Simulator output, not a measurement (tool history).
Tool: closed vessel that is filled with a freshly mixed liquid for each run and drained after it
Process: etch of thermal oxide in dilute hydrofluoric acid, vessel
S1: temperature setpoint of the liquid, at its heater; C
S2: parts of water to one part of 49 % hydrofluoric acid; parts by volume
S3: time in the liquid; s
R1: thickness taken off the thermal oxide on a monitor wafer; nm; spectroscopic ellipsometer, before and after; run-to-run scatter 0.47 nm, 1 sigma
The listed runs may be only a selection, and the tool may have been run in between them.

| run | day | S1 | S2 | S3 | R1 |
|---|---|---|---|---|---|
| 1 | 0.000 | 26.0 | 270 | 1410 | 20.014 |
| 2 | 0.083 | 27.0 | 245 | 1410 | 23.502 |
| 3 | 0.221 | 28.5 | 245 | 1410 | 24.846 |
| 4 | 0.296 | 29.0 | 225 | 1410 | 28.158 |
| 5 | 0.654 | 29.5 | 210 | 1410 | 31.021 |
| 6 | 1.021 | 30.0 | 200 | 1410 | 33.381 |
| 7 | 1.325 | 34.0 | 115 | 1415 | 76.194 |

Run 8 has not been measured yet. What should we expect?
| 8 | 1.650 | 33.5 | 115 | 1415 | ? |

Run 8 produced R1 74.245 nm.

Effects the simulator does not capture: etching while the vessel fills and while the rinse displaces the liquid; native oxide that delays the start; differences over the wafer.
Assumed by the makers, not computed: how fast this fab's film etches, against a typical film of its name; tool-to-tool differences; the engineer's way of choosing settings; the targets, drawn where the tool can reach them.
